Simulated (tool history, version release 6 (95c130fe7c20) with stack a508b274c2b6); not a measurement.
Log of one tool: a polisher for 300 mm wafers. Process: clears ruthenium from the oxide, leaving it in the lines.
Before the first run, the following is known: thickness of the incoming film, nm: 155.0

run	hour	flow of slurry (ml/min)	pressure of the wafer on the pad (kPa)	speed of the pad under the wafer (cm/s)	overpolish time after the end point (s)	time until the end point was called (s)
1	0.0	295	10.3	128	5	184.50
2	1.7	295	10.3	104	5	224.12
3	5.6	295	10.3	134	5	173.76
4	7.7	295	12.4	134	5	147.33
5	12.6	295	12.4	148	5	133.78
6	21.0	295	12.4	148	5	139.17
7	23.1	295	12.4	148	5	136.11
# hour 26.1: worn pad replaced by a new one
8	26.1	295	10.3	140	5	156.94
9	30.4	290	9.0	126	5	194.53

For run 10, what comes out?
10	38.6	290	8.3	118	5	?

Run 10 measured time until the end point was called (s) 221.25.
